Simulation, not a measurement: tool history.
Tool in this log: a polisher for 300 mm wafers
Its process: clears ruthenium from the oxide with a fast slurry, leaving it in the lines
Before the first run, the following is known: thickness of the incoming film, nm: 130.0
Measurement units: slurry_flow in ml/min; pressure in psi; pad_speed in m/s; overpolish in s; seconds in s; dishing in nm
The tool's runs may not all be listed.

| run | hour | slurry_flow | pressure | pad_speed | slurry_solids | overpolish | seconds | dishing |
|---|---|---|---|---|---|---|---|---|
| 1 | 0 | 295 | 2.8 | 0.78 | 1 | 18 | 44.287 | 27.577 |
| 2 | 6.9 | 295 | 2.8 | 0.78 | 1 | 15 | 44.799 | 24.216 |
| 3 | 13.7 | 295 | 2.7 | 0.78 | 1 | 13 | 45.493 | 22.172 |
| 4 | 16.3 | 295 | 2.7 | 0.6 | 1 | 13 | 57.09 | 18.434 |
| 5 | 22.3 | 295 | 2.7 | 0.68 | 1 | 13 | 51.369 | 19.495 |
| 6 | 27.5 | 295 | 2.7 | 0.68 | 1.1 | 13 | 49.561 | 20.229 |
| 7 | 36.2 | 295 | 2.6 | 0.68 | 1.1 | 12 | 50.574 | 19.189 |
| 8 | 40.1 | 295 | 1.9 | 0.68 | 1.1 | 6 | 69.962 | 8.343 |

Predict the results of run 9:
| 9 | 48.8 | 290 | 2.5 | 0.6 | 1.1 | 12 | ? | ? |

seconds: 59.561 s
dishing: 17.197 nm
